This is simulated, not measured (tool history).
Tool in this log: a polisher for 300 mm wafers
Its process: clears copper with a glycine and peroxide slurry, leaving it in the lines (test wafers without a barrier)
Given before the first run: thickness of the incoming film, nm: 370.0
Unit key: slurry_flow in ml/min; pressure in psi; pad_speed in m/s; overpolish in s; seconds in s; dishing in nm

run 1 hour=0.0 | slurry_flow=170 pressure=2.1 pad_speed=1.08 overpolish=25 | seconds=90.270 dishing=59.987
run 2 hour=4.7 | slurry_flow=170 pressure=1.8 pad_speed=1.08 overpolish=25 | seconds=98.791 dishing=55.537
run 3 hour=8.4 | slurry_flow=170 pressure=1.8 pad_speed=1.08 overpolish=16 | seconds=103.050 dishing=40.634
run 4 hour=11.5 | slurry_flow=170 pressure=1.8 pad_speed=0.84 overpolish=16 | seconds=122.470 dishing=35.705
run 5 hour=17.9 | slurry_flow=170 pressure=1.8 pad_speed=0.66 overpolish=16 | seconds=142.610 dishing=30.327
run 6 hour=19.7 | slurry_flow=170 pressure=1.8 pad_speed=0.76 overpolish=16 | seconds=128.470 dishing=33.591
run 7 hour=24.1 | slurry_flow=165 pressure=1.7 pad_speed=0.76 overpolish=21 | seconds=133.360 dishing=40.702
run 8 hour=30.7 | slurry_flow=160 pressure=1.6 pad_speed=0.80 overpolish=23 | seconds=132.960 dishing=43.305
run 9 hour=38.6 | slurry_flow=155 pressure=1.5 pad_speed=0.82 overpolish=25 | seconds=134.430 dishing=45.797
run 10 hour=44.2 | slurry_flow=155 pressure=1.4 pad_speed=0.82 overpolish=27 | seconds=146.570 dishing=44.394

The next listed run, before its measurement:
run 11 hour=52.8 | slurry_flow=155 pressure=1.4 pad_speed=0.82 overpolish=29 | seconds=? dishing=?

Logged for run 11: seconds 138.630 s, dishing 48.227 nm.
